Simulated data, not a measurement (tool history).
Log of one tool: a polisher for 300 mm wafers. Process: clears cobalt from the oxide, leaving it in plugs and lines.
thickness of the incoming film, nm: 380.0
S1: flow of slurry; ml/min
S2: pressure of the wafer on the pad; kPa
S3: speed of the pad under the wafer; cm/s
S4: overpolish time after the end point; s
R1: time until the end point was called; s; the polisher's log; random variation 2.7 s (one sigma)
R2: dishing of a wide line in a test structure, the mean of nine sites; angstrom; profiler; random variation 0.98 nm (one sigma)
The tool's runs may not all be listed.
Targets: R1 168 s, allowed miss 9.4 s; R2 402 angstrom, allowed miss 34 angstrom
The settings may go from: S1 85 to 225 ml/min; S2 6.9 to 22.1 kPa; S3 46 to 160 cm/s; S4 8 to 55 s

run,hour,S1,S2,S3,S4,R1,R2
1,0,145,14.5,102,28,69.966,424.24
2,7.2,145,13.1,96,30,82.596,399.08
3,12.2,145,13.1,76,30,103.77,405.57
4,17.7,145,13.1,64,30,123.61,380.74
5,26.4,145,13.1,64,36,122.2,387.76
6,29.1,145,13.1,54,36,143.18,385.69
7,32.6,145,13.1,54,36,145.35,375.15
8,36.5,145,13.1,54,40,140.8,415.04
9,38,145,12.4,54,40,152.44,394.04
10,41.1,145,12.4,54,41,152.88,385.7
11,45.2,145,12.4,54,43,155.14,415.76

Which of these 5 next moves meets every target?
A,49.3,130,11,62,44,?,?
B,49.3,120,10.3,60,47,?,?
C,49.3,140,10.3,68,49,?,?
D,49.3,155,11.7,62,45,?,?
E,49.3,145,11.7,60,39,?,?

move,R1,R2
A,154.93,395.33
B,171.62,392.57
C,149.67,407.62
D,143.29,403.92
E,148.93,386.74
A: as far off as the last run
B: meets every target
C: further off than the last run
D: further off than the last run
E: further off than the last run
Answer: B

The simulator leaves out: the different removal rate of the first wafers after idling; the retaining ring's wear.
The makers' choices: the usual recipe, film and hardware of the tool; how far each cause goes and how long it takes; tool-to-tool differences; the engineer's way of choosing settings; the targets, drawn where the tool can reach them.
